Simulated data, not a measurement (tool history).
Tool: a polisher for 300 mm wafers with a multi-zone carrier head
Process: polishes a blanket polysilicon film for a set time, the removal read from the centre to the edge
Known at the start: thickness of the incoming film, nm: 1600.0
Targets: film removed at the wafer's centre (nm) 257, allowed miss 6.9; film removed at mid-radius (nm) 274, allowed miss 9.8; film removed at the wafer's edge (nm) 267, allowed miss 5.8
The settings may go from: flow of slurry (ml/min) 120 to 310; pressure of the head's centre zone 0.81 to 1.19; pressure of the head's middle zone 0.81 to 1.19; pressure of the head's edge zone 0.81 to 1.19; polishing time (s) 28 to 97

run,hour,flow of slurry (ml/min),pressure of the head's centre zone,pressure of the head's middle zone,pressure of the head's edge zone,polishing time (s),film removed at the wafer's centre (nm),film removed at mid-radius (nm),film removed at the wafer's edge (nm)
1,0,200,1,1,1,62,367.86,363.86,384.93
2,1.3,200,1,0.97,1,62,366.48,356.18,387.71
3,4.8,195,0.99,0.98,0.98,59,344.77,342.16,366.33
4,13.4,195,0.99,0.99,0.96,56,330.97,329.17,339.31
5,16.1,195,0.99,1.05,0.96,56,326.02,345.89,337.55
6,17.1,190,0.98,1.04,0.94,54,313.51,328.55,325.43
7,20.2,185,0.97,1.04,0.92,53,302.98,323.34,314.85
8,21.4,180,0.96,1.03,0.91,52,289.09,307.84,305.93
9,25.3,175,0.96,1.03,0.9,51,286.56,298.18,298.98
10,26.2,170,0.96,1.03,0.89,51,283.99,300.19,295.64
11,29,165,0.96,1.03,0.88,51,279.99,304.43,292.94
12,33.6,160,0.96,1.02,0.87,51,278.22,292.95,289.67
13,38.4,155,0.96,1.02,0.86,51,278.65,296.26,285.78
14,39.8,150,0.96,1.01,0.85,51,272.64,287.74,284.65
15,44.2,145,0.96,1.01,0.84,51,271.87,289.45,278.9
16,50.9,140,0.96,1.01,0.84,51,266.44,280.32,274.95
17,51.9,135,0.96,1.01,0.84,51,267.34,278.98,276.28

Which of these 4 next moves meets every target?
A,52.9,120,0.95,0.94,0.91,52,?,?,?
B,52.9,140,0.96,1.02,0.84,49,?,?,?
C,52.9,155,0.98,0.96,0.87,51,?,?,?
D,52.9,120,0.98,0.93,0.95,53,?,?,?

move,film removed at the wafer's centre (nm),film removed at mid-radius (nm),film removed at the wafer's edge (nm)
A,258.3,259.08,289.09
B,258.08,272.67,270.23
C,281.49,276.03,290.8
D,271.63,261.66,300.65
A: further off than the last run
B: meets every target
C: further off than the last run
D: further off than the last run
Move B is the one to make.
